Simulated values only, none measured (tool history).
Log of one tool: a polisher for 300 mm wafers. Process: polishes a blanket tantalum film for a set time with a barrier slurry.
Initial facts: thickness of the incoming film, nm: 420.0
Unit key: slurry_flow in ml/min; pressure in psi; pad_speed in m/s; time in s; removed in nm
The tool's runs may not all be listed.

run    day  slurry_flow  pressure  pad_speed  slurry_solids  time  removed
  1  0.000          150       2.3       1.16            1.0    50   112.05
  2  0.071          150       2.3       1.06            1.0    50   102.00
  3  0.271          150       2.3       1.06            1.0    52   105.54
  4  0.512          155       2.5       1.06            1.0    52   116.24
  5  0.858          155       3.0       1.06            1.0    52   141.05
  6  1.046          155       3.0       1.32            1.0    52   172.93
  7  1.338          155       2.9       1.32            1.0    52   166.27

Expected results for the next run?
  8  1.404          155       2.8       1.32            1.0    52        ?

{"run 8": {"removed": 162.15}}

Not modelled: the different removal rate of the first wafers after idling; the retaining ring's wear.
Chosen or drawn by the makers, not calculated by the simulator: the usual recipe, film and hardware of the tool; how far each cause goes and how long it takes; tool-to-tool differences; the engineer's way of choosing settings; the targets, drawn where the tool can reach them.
